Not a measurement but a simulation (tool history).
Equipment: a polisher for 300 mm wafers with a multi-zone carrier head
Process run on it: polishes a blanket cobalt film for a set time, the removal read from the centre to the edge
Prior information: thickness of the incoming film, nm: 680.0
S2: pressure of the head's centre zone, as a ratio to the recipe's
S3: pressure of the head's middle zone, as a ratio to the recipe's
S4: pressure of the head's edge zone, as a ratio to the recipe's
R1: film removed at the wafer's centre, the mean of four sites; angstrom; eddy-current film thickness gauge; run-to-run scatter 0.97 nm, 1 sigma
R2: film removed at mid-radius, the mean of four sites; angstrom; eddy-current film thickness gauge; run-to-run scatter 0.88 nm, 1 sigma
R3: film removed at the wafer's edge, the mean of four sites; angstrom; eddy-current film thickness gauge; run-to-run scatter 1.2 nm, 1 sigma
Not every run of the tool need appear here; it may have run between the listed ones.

run 1 day=0 | flow_of_slurry_(ml/min)=135 S2=1 S3=1 S4=1 polishing_time_(s)=41 | R1=2362.1 R2=2325.3 R3=2361.1
run 2 day=0.129 | flow_of_slurry_(ml/min)=125 S2=0.96 S3=0.97 S4=0.97 polishing_time_(s)=38 | R1=2047.8 R2=2057.8 R3=2161
run 3 day=0.425 | flow_of_slurry_(ml/min)=120 S2=0.94 S3=0.95 S4=0.94 polishing_time_(s)=36 | R1=1913.6 R2=1916.8 R3=1988.7
run 4 day=0.592 | flow_of_slurry_(ml/min)=120 S2=0.94 S3=0.87 S4=0.94 polishing_time_(s)=36 | R1=1903.3 R2=1794.3 R3=1988.4
run 5 day=0.829 | flow_of_slurry_(ml/min)=110 S2=0.91 S3=0.86 S4=0.93 polishing_time_(s)=35 | R1=1736.9 R2=1679.8 R3=1887.4
run 6 day=0.908 | flow_of_slurry_(ml/min)=85 S2=0.91 S3=0.86 S4=0.93 polishing_time_(s)=35 | R1=1560.8 R2=1536.9 R3=1803.5
run 7 day=0.958 | flow_of_slurry_(ml/min)=85 S2=0.89 S3=0.86 S4=0.91 polishing_time_(s)=35 | R1=1534.8 R2=1519.3 R3=1785.2
run 8 day=1.104 | flow_of_slurry_(ml/min)=85 S2=0.88 S3=0.87 S4=0.89 polishing_time_(s)=34 | R1=1469.1 R2=1495 R3=1715.8
run 9 day=1.362 | flow_of_slurry_(ml/min)=85 S2=0.87 S3=0.87 S4=0.87 polishing_time_(s)=34 | R1=1442.7 R2=1488.5 R3=1686.3
run 10 day=1.542 | flow_of_slurry_(ml/min)=85 S2=0.86 S3=0.87 S4=0.86 polishing_time_(s)=34 | R1=1432.8 R2=1517 R3=1666.4
run 11 day=1.783 | flow_of_slurry_(ml/min)=85 S2=0.86 S3=0.86 S4=0.85 polishing_time_(s)=34 | R1=1444.1 R2=1486.2 R3=1672.2

Forecast run 12:
run 12 day=1.9 | flow_of_slurry_(ml/min)=85 S2=0.85 S3=0.86 S4=0.84 polishing_time_(s)=34 | R1=? R2=? R3=?

Run 12 came out at R1 1408.1 angstrom, R2 1480.9 angstrom, R3 1669.1 angstrom.
